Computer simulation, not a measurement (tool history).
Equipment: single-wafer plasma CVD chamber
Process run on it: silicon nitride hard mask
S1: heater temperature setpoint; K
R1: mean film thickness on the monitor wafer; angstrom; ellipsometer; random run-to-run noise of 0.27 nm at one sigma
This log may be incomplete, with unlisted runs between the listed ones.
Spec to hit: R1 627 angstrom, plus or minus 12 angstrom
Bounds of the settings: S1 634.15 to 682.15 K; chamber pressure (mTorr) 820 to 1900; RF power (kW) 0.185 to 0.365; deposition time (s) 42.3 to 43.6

run 1 hour=0 | S1=658.15 chamber_pressure_(mTorr)=1360 RF_power_(kW)=0.275 deposition_time_(s)=42.3 | R1=540.77
run 2 hour=5 | S1=658.15 chamber_pressure_(mTorr)=1360 RF_power_(kW)=0.255 deposition_time_(s)=42.3 | R1=513.89
run 3 hour=7.2 | S1=658.15 chamber_pressure_(mTorr)=1420 RF_power_(kW)=0.26 deposition_time_(s)=42.3 | R1=525.25
run 4 hour=13.8 | S1=658.15 chamber_pressure_(mTorr)=1420 RF_power_(kW)=0.29 deposition_time_(s)=42.3 | R1=565.77
run 5 hour=19 | S1=658.15 chamber_pressure_(mTorr)=1470 RF_power_(kW)=0.29 deposition_time_(s)=42.3 | R1=566.39
run 6 hour=19.6 | S1=658.15 chamber_pressure_(mTorr)=1500 RF_power_(kW)=0.295 deposition_time_(s)=42.3 | R1=585.71
run 7 hour=20.8 | S1=658.15 chamber_pressure_(mTorr)=1530 RF_power_(kW)=0.295 deposition_time_(s)=42.3 | R1=586.37
run 8 hour=28.8 | S1=658.15 chamber_pressure_(mTorr)=1530 RF_power_(kW)=0.295 deposition_time_(s)=42.3 | R1=581.16

Which single option among these 4 for the next run brings every result within its allowed miss of target? Just one does.
run A hour=36.8 | S1=663.15 chamber_pressure_(mTorr)=1610 RF_power_(kW)=0.29 deposition_time_(s)=43.1 | R1=?
run B hour=36.8 | S1=659.15 chamber_pressure_(mTorr)=1510 RF_power_(kW)=0.32 deposition_time_(s)=42.7 | R1=?
run C hour=36.8 | S1=659.15 chamber_pressure_(mTorr)=1540 RF_power_(kW)=0.285 deposition_time_(s)=43.6 | R1=?
run D hour=36.8 | S1=661.15 chamber_pressure_(mTorr)=1590 RF_power_(kW)=0.3 deposition_time_(s)=42.7 | R1=?

move=A R1=596.91
move=B R1=623.64
move=C R1=590.85
move=D R1=604.22
A: moves toward the targets from the last run without getting all of them in spec
B: hits every target within its allowed miss
C: moves toward the targets from the last run without getting all of them in spec
D: moves toward the targets from the last run without getting all of them in spec
The move that meets every target is B.
